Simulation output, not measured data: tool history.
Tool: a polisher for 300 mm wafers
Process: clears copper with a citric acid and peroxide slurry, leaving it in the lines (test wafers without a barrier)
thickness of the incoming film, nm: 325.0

run  hour  flow of slurry (ml/min)  pressure of the wafer on the pad (psi)  speed of the pad under the wafer (m/s)  abrasive content of the slurry  overpolish time after the end point (s)  time until the end point was called (s)  dishing of a wide line in a test structure (Å)
  1   0.0                      285                                     3.9                                    1.24                            1.00                                       25                                   80.452                                          651.21
  2   1.3                      285                                     3.9                                    1.24                            1.00                                       29                                   79.412                                          737.34
  3   6.5                      285                                     3.6                                    1.30                            1.00                                       25                                   81.856                                          644.52
  4  15.3                      285                                     3.6                                    1.30                            0.85                                       25                                   88.630                                          607.43
  5  21.5                      285                                     3.6                                    1.30                            0.85                                       33                                   84.884                                          759.11
  6  22.6                      285                                     3.1                                    1.30                            0.85                                       33                                   94.800                                          684.96
  7  26.0                      305                                     2.9                                    1.40                            0.80                                       28                                   93.190                                          649.19
  8  32.5                      280                                     3.3                                    1.26                            0.95                                       24                                   89.817                                          573.79
  9  39.7                      260                                     3.2                                    1.20                            1.05                                       21                                   96.492                                          488.08

Forecast run 10:
 10  47.5                      245                                     3.1                                    1.18                            1.15                                       19                                        ?                                               ?

{"run 10": {"time until the end point was called (s)": 96.789, "dishing of a wide line in a test structure (Å)": 428.6}}
